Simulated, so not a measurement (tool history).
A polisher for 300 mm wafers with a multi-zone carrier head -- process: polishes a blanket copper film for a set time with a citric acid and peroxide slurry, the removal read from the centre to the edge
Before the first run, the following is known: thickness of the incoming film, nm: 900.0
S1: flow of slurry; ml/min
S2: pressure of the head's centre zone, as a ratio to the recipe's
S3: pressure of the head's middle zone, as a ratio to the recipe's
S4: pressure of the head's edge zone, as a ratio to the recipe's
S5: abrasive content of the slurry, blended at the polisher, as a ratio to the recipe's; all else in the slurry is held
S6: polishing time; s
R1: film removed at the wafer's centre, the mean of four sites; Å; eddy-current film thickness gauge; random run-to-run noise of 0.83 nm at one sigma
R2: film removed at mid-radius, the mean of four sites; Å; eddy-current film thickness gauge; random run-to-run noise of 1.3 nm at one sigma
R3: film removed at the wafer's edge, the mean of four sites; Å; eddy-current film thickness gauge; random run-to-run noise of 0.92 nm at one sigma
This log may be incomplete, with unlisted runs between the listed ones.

run,day,S1,S2,S3,S4,S5,S6,R1,R2,R3
1,0.000,150,1.00,1.00,1.00,1.00,54,1440.3,1462.9,1545.6
2,0.292,150,1.00,1.08,1.00,1.00,54,1441.4,1552.2,1548.5
3,0.412,150,1.00,1.08,1.00,0.85,54,1397.1,1532.1,1517.5
4,0.521,140,0.98,1.05,1.02,0.85,54,1338.8,1457.2,1510.4
5,0.871,140,1.05,1.05,1.02,0.85,54,1472.5,1432.2,1505.2
6,1.104,130,1.03,1.03,1.04,0.85,54,1396.4,1427.3,1502.1

For run 7, what comes out?
# day 1.129: slurry nozzle cleaned
7,1.129,125,1.01,1.00,1.05,0.85,54,?,?,?

{"run 7": {"R1": 1468.9, "R2": 1420.0, "R3": 1561.9}}
